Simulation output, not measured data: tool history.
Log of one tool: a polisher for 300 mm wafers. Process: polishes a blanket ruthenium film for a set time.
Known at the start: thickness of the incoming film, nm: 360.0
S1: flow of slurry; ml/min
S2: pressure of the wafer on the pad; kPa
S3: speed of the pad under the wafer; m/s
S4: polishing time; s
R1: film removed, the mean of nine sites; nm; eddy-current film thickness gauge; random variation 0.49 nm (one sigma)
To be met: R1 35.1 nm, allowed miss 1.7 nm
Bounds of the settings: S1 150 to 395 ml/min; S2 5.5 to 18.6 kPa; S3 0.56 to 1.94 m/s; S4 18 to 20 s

Run 1, hour 0: S1 250 ml/min, S2 11.7 kPa, S3 1.24 m/s, S4 20 s. Result: R1 23.369 nm.
Run 2, hour 2.3: S1 210 ml/min, S2 11.7 kPa, S3 1.24 m/s, S4 20 s. Result: R1 23.093 nm.
Run 3, hour 7.1: S1 210 ml/min, S2 11.7 kPa, S3 1.06 m/s, S4 20 s. Result: R1 20.341 nm.
Run 4, hour 12.1: S1 210 ml/min, S2 13.8 kPa, S3 1.06 m/s, S4 20 s. Result: R1 23.447 nm.
Run 5, hour 14.1: S1 170 ml/min, S2 13.8 kPa, S3 1.06 m/s, S4 20 s. Result: R1 23.334 nm.
Run 6, hour 18.9: S1 170 ml/min, S2 14.5 kPa, S3 1.08 m/s, S4 20 s. Result: R1 24.187 nm.
Run 7, hour 23.2: S1 170 ml/min, S2 15.2 kPa, S3 1.1 m/s, S4 20 s. Result: R1 25.743 nm.
Run 8, hour 26.4: S1 170 ml/min, S2 15.9 kPa, S3 1.12 m/s, S4 20 s. Result: R1 27.307 nm.
Run 9, hour 31.8: S1 170 ml/min, S2 16.5 kPa, S3 1.14 m/s, S4 20 s. Result: R1 28.279 nm.
Run 10, hour 37.8: S1 170 ml/min, S2 17.2 kPa, S3 1.18 m/s, S4 20 s. Result: R1 31.161 nm.
Run 11, hour 44.5: S1 170 ml/min, S2 17.9 kPa, S3 1.2 m/s, S4 20 s. Result: R1 32.537 nm.
Run 12, hour 52.3: S1 170 ml/min, S2 17.9 kPa, S3 1.22 m/s, S4 20 s. Result: R1 32.623 nm.

Which of these 5 next moves meets every target?
Run A, hour 60.1: S1 150 ml/min, S2 17.9 kPa, S3 1.3 m/s, S4 20 s. Result: R1 ?.
Run B, hour 60.1: S1 275 ml/min, S2 17.9 kPa, S3 1.12 m/s, S4 20 s. Result: R1 ?.
Run C, hour 60.1: S1 175 ml/min, S2 17.9 kPa, S3 1.18 m/s, S4 19 s. Result: R1 ?.
Run D, hour 60.1: S1 150 ml/min, S2 17.9 kPa, S3 1.1 m/s, S4 20 s. Result: R1 ?.
Run E, hour 60.1: S1 150 ml/min, S2 17.9 kPa, S3 1.16 m/s, S4 19 s. Result: R1 ?.

move      R1
   A  35.573
   B   32.37
   C  31.205
   D  30.329
   E  30.307
A: meets every target
B: further off than the last run
C: further off than the last run
D: further off than the last run
E: further off than the last run
Answer: A

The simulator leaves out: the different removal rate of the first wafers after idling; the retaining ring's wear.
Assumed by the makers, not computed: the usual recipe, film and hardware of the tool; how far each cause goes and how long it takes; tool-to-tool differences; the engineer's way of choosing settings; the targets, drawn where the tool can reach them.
